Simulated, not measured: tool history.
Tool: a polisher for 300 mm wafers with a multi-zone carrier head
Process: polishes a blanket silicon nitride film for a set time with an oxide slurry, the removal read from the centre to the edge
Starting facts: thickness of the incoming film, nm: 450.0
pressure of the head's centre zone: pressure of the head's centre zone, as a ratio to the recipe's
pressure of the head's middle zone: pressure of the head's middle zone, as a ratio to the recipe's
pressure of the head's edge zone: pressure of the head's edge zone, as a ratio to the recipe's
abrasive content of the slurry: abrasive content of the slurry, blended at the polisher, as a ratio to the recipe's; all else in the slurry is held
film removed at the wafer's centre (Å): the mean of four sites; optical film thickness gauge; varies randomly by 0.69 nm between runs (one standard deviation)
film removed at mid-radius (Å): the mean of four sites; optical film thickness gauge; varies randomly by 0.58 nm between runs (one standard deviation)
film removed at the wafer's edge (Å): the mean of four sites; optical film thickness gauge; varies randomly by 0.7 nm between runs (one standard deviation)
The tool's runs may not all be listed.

| run | hour | flow of slurry (ml/min) | pressure of the head's centre zone | pressure of the head's middle zone | pressure of the head's edge zone | abrasive content of the slurry | polishing time (s) | film removed at the wafer's centre (Å) | film removed at mid-radius (Å) | film removed at the wafer's edge (Å) |
|---|---|---|---|---|---|---|---|---|---|---|
| 1 | 0 | 265 | 1 | 1 | 1 | 1 | 90 | 653.65 | 647.73 | 651.14 |
| 2 | 6.3 | 265 | 1 | 1 | 1.04 | 1 | 90 | 655.37 | 637.13 | 669.74 |
| 3 | 15 | 265 | 1 | 1 | 1.04 | 0.8 | 90 | 604.56 | 603.32 | 629.62 |
| 4 | 19 | 265 | 1.01 | 0.99 | 1 | 0.75 | 88 | 587.08 | 550.28 | 577.99 |
| 5 | 22.3 | 265 | 0.99 | 0.99 | 0.96 | 0.7 | 88 | 556.04 | 541.58 | 542.06 |
| 6 | 27.7 | 210 | 0.99 | 0.99 | 0.96 | 0.7 | 88 | 547.25 | 530.77 | 542.53 |
| 7 | 32.4 | 240 | 0.99 | 1.01 | 0.87 | 0.5 | 87 | 460.51 | 470.19 | 444.93 |

Run 8 is up next; what results do you expect?
| 8 | 39.7 | 240 | 0.99 | 1.01 | 0.87 | 0.5 | 87 | ? | ? | ? |

film removed at the wafer's centre (Å): 475.82
film removed at mid-radius (Å): 466.83
film removed at the wafer's edge (Å): 449.77
